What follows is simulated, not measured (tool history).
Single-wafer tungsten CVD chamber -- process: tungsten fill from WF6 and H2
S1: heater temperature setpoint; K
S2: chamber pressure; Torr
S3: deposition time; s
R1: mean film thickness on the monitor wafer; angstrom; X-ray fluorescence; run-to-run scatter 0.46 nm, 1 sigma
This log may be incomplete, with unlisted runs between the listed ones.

| run | hour | S1 | S2 | S3 | R1 |
|---|---|---|---|---|---|
| 1 | 0 | 658.15 | 43.5 | 42.3 | 1079.7 |
| 2 | 7.3 | 658.15 | 43.5 | 43.6 | 1097.8 |
| 3 | 13.1 | 656.15 | 43.4 | 43.6 | 1072.5 |
| 4 | 18.2 | 656.15 | 43.4 | 43.6 | 1065.6 |
| 5 | 23.1 | 654.15 | 43.3 | 43.6 | 1031 |
| 6 | 29.9 | 654.15 | 43.3 | 43.6 | 1021.2 |
| 7 | 35.4 | 653.15 | 43.2 | 43.6 | 1002.2 |
| 8 | 41.3 | 652.15 | 43.1 | 43.6 | 984.5 |
| 9 | 48.2 | 651.15 | 43 | 43.6 | 971.13 |
| 10 | 51.1 | 650.15 | 42.9 | 43.6 | 959.65 |
| 11 | 59.8 | 649.15 | 42.8 | 43.6 | 918.29 |

Run 12 has not been measured yet. What should we expect?
| 12 | 67 | 648.15 | 42.8 | 43.6 | ? |

R1: 910.25 angstrom

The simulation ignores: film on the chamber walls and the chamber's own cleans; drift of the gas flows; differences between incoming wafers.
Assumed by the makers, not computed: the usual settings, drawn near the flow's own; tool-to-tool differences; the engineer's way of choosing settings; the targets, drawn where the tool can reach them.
